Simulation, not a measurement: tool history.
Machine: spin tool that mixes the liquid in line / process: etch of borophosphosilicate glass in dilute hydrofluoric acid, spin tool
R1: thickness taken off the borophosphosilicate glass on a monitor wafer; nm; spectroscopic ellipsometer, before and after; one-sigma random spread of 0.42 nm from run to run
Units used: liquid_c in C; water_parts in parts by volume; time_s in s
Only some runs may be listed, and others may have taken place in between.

Run 1, day 0: liquid_c 22 C, water_parts 45 parts by volume, time_s 50 s. Result: R1 57.623 nm.
Run 2, day 0.254: liquid_c 23.5 C, water_parts 45 parts by volume, time_s 50 s. Result: R1 61.516 nm.
Run 3, day 0.504: liquid_c 20 C, water_parts 45 parts by volume, time_s 50 s. Result: R1 53.086 nm.
Run 4, day 0.85: liquid_c 22 C, water_parts 45 parts by volume, time_s 50 s. Result: R1 57.426 nm.
Run 5, day 1.042: liquid_c 22 C, water_parts 45 parts by volume, time_s 50 s. Result: R1 58.121 nm.
Run 6, day 1.329: liquid_c 22 C, water_parts 45 parts by volume, time_s 50 s. Result: R1 58.262 nm.
Run 7, day 1.467: liquid_c 23.5 C, water_parts 45 parts by volume, time_s 50 s. Result: R1 61.061 nm.
Run 8, day 1.538: liquid_c 24.5 C, water_parts 45 parts by volume, time_s 50 s. Result: R1 64.336 nm.

Run 9 is up next; what results do you expect?
Run 9, day 1.733: liquid_c 25 C, water_parts 45 parts by volume, time_s 50 s. Result: R1 ?.

R1: 65.187 nm

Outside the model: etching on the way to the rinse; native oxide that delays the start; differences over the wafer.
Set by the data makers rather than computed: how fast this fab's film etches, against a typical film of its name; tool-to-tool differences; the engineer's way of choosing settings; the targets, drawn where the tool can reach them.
